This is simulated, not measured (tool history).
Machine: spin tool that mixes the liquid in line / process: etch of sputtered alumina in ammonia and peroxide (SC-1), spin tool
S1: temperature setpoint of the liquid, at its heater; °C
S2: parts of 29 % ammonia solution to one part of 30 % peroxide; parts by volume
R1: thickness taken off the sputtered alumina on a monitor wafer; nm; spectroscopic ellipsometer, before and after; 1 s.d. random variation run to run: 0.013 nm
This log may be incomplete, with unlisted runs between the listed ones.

Run 1, hour 0.0: S1 51.0 °C, S2 0.9 parts by volume, time under the liquid (s) 50. Result: R1 3.3044 nm.
Run 2, hour 6.0: S1 51.0 °C, S2 0.9 parts by volume, time under the liquid (s) 50. Result: R1 3.3286 nm.
Run 3, hour 14.0: S1 49.0 °C, S2 0.9 parts by volume, time under the liquid (s) 50. Result: R1 2.9991 nm.
Run 4, hour 21.0: S1 52.5 °C, S2 0.9 parts by volume, time under the liquid (s) 50. Result: R1 3.6053 nm.
Run 5, hour 27.6: S1 52.5 °C, S2 0.9 parts by volume, time under the liquid (s) 50. Result: R1 3.6233 nm.
Run 6, hour 36.0: S1 50.0 °C, S2 0.9 parts by volume, time under the liquid (s) 50. Result: R1 3.1644 nm.
Run 7, hour 39.5: S1 48.5 °C, S2 0.9 parts by volume, time under the liquid (s) 50. Result: R1 2.8815 nm.
Run 8, hour 46.8: S1 47.5 °C, S2 0.9 parts by volume, time under the liquid (s) 50. Result: R1 2.7640 nm.

What does the tool deliver on the next run?
Run 9, hour 55.6: S1 47.0 °C, S2 0.9 parts by volume, time under the liquid (s) 50. Result: R1 ?.

R1: 2.6700 nm

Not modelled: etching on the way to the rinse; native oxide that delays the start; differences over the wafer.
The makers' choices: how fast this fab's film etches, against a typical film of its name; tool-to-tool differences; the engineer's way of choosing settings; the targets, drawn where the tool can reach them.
